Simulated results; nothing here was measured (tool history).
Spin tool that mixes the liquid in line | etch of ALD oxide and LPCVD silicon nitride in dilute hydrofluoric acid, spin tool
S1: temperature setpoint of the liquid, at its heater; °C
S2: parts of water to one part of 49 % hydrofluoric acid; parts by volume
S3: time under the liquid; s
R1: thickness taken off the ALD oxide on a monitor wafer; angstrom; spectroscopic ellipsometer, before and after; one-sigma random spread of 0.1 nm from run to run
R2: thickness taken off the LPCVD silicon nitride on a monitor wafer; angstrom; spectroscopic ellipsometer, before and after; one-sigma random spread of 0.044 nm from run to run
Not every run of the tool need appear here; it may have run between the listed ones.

run 1 day=0 | S1=26 S2=75 S3=110 | R1=172.14 R2=7.6564
run 2 day=0.333 | S1=27 S2=75 S3=110 | R1=179.17 R2=8.2827
run 3 day=0.688 | S1=27 S2=75 S3=150 | R1=243.09 R2=12.671
run 4 day=0.967 | S1=27 S2=75 S3=195 | R1=319.36 R2=16.297
run 5 day=1.221 | S1=29 S2=75 S3=195 | R1=344.75 R2=17.704
run 6 day=1.575 | S1=25.5 S2=80 S3=195 | R1=282.59 R2=13.382

What will run 7 give?
run 7 day=1.6 | S1=23.5 S2=80 S3=195 | R1=? R2=?

{"run 7": {"R1": 260.35, "R2": 11.423}}

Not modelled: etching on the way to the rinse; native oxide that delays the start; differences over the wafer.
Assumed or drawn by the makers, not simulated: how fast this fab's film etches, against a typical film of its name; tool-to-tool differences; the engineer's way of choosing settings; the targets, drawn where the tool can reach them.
